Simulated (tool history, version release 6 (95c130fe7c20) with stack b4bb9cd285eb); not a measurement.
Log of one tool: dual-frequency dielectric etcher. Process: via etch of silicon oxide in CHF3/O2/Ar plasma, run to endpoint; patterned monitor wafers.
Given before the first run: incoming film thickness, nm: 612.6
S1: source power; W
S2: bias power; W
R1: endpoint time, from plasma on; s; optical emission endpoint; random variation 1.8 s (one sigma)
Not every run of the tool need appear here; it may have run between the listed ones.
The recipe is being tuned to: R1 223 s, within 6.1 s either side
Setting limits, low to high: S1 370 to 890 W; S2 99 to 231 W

run  hour   S1   S2      R1
  1     0  630  165  285.24
  2   4.8  530  165  316.18
  3  11.6  530  177  312.35
  4  17.7  640  184  271.97
  5  22.9  560  184  298.76
  6  28.3  640  184  271.73
  7  35.8  700  187  259.22
  8  44.2  750  190  245.38
  9  47.2  780  192  238.85
 10  53.4  800  194  238.58
 11  60.7  830  196  230.58

Exercise: of the 5 proposed moves below, exactly one satisfies all targets within the stated allowed misses. Which move is it?
  A    68  820  179   ?
  B    68  890  222   ?
  C    68  840  167   ?
  D    68  890  224   ?
  E    68  820  223   ?

move      R1
   A   238.8
   B  214.19
   C  240.53
   D  213.59
   E  223.35
A: further off than the last run
B: takes the result that was furthest off past its target
C: further off than the last run
D: takes the result that was furthest off past its target
E: every result lands within tolerance
Move E is the one to make.
